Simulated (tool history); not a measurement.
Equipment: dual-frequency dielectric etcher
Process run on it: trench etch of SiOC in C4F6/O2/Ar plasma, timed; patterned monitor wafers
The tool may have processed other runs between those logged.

run  hour  source power (kW)  bias power (kW)  etch time (s)  mean etch depth across the wafer (Å)
  1   0.0              0.380            0.147           12.5                                239.94
  2   1.2              0.380            0.170           12.5                                247.13
  3  10.2              0.380            0.191           12.5                                256.22
  4  14.2              0.420            0.191           12.5                                269.68
  5  15.9              0.420            0.191           11.5                                249.01
  6  21.1              0.390            0.188           11.5                                236.93
  7  23.1              0.380            0.187           11.5                                232.71
  8  25.2              0.370            0.186           11.5                                230.08
  9  34.2              0.370            0.186           11.5                                229.32
 10  43.1              0.360            0.186           11.5                                227.96

Run 11 comes next. What will it give?
 11  48.8              0.310            0.182           11.5                                     ?

Run 11 measured mean etch depth across the wafer (Å) 209.77.
